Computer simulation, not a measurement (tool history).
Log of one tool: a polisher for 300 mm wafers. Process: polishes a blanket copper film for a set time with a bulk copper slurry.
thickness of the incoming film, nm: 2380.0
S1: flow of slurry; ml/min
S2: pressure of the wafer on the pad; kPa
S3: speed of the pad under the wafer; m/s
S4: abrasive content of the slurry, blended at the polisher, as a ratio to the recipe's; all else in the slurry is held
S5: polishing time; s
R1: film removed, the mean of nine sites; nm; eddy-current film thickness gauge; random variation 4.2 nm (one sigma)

run 1 day=0.000 | S1=250 S2=24.1 S3=0.98 S4=1.0 S5=40 | R1=410.19
run 2 day=0.088 | S1=255 S2=26.9 S3=0.98 S4=1.0 S5=40 | R1=455.80
run 3 day=0.183 | S1=255 S2=32.4 S3=0.98 S4=1.0 S5=40 | R1=543.14
run 4 day=0.275 | S1=260 S2=33.1 S3=0.98 S4=1.0 S5=40 | R1=566.90
run 5 day=0.571 | S1=270 S2=33.1 S3=0.98 S4=1.0 S5=40 | R1=565.28
run 6 day=0.938 | S1=270 S2=33.1 S3=0.98 S4=1.0 S5=36 | R1=503.45

The next listed run, before its measurement:
run 7 day=1.012 | S1=270 S2=34.5 S3=0.98 S4=1.0 S5=36 | R1=?

R1: 523.24 nm

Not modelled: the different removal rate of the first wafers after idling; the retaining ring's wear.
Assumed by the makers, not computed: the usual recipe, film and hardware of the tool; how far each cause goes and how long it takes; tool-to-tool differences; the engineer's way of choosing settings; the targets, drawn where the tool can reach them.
